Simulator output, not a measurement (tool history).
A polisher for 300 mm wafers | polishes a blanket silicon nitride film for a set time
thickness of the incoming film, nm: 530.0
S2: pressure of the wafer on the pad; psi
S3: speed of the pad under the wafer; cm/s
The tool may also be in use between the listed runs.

run 1 hour=0.0 | flow_of_slurry_(ml/min)=210 S2=3.1 S3=94 polishing_time_(s)=119 | film_removed_(angstrom)=2021.4
run 2 hour=3.9 | flow_of_slurry_(ml/min)=160 S2=3.1 S3=94 polishing_time_(s)=119 | film_removed_(angstrom)=1939.7
run 3 hour=7.1 | flow_of_slurry_(ml/min)=160 S2=3.1 S3=104 polishing_time_(s)=119 | film_removed_(angstrom)=2092.1
run 4 hour=15.7 | flow_of_slurry_(ml/min)=180 S2=3.2 S3=104 polishing_time_(s)=119 | film_removed_(angstrom)=2193.2
run 5 hour=17.3 | flow_of_slurry_(ml/min)=130 S2=3.2 S3=104 polishing_time_(s)=119 | film_removed_(angstrom)=2115.8
run 6 hour=18.2 | flow_of_slurry_(ml/min)=150 S2=3.3 S3=104 polishing_time_(s)=119 | film_removed_(angstrom)=2199.8
run 7 hour=22.8 | flow_of_slurry_(ml/min)=165 S2=3.3 S3=104 polishing_time_(s)=119 | film_removed_(angstrom)=2251.5
run 8 hour=29.3 | flow_of_slurry_(ml/min)=180 S2=3.3 S3=104 polishing_time_(s)=119 | film_removed_(angstrom)=2276.7
run 9 hour=35.4 | flow_of_slurry_(ml/min)=190 S2=3.3 S3=104 polishing_time_(s)=119 | film_removed_(angstrom)=2272.9
run 10 hour=37.9 | flow_of_slurry_(ml/min)=200 S2=3.3 S3=104 polishing_time_(s)=119 | film_removed_(angstrom)=2313.1

Forecast run 11:
run 11 hour=42.4 | flow_of_slurry_(ml/min)=210 S2=3.3 S3=104 polishing_time_(s)=119 | film_removed_(angstrom)=?

film removed (angstrom): 2326.6
